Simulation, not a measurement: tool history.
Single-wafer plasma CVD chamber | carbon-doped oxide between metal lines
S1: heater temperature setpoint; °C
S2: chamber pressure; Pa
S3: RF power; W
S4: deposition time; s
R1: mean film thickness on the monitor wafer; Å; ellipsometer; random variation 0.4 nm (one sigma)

Run 1, hour 0.0: S1 365 °C, S2 892 Pa, S3 420 W, S4 29.6 s. Result: R1 1492.6 Å.
Run 2, hour 2.3: S1 369 °C, S2 892 Pa, S3 420 W, S4 29.6 s. Result: R1 1478.6 Å.
Run 3, hour 4.0: S1 369 °C, S2 892 Pa, S3 420 W, S4 29.6 s. Result: R1 1479.7 Å.
Run 4, hour 10.2: S1 370 °C, S2 881 Pa, S3 400 W, S4 29.6 s. Result: R1 1418.8 Å.
Run 5, hour 12.0: S1 370 °C, S2 949 Pa, S3 400 W, S4 29.6 s. Result: R1 1421.7 Å.
Run 6, hour 13.7: S1 370 °C, S2 949 Pa, S3 450 W, S4 29.6 s. Result: R1 1573.6 Å.
Run 7, hour 21.7: S1 371 °C, S2 939 Pa, S3 425 W, S4 29.6 s. Result: R1 1505.9 Å.
Run 8, hour 25.4: S1 371 °C, S2 924 Pa, S3 405 W, S4 29.6 s. Result: R1 1439.5 Å.

The next listed run, before its measurement:
Run 9, hour 31.5: S1 371 °C, S2 917 Pa, S3 390 W, S4 29.6 s. Result: R1 ?.

R1: 1397.5 Å

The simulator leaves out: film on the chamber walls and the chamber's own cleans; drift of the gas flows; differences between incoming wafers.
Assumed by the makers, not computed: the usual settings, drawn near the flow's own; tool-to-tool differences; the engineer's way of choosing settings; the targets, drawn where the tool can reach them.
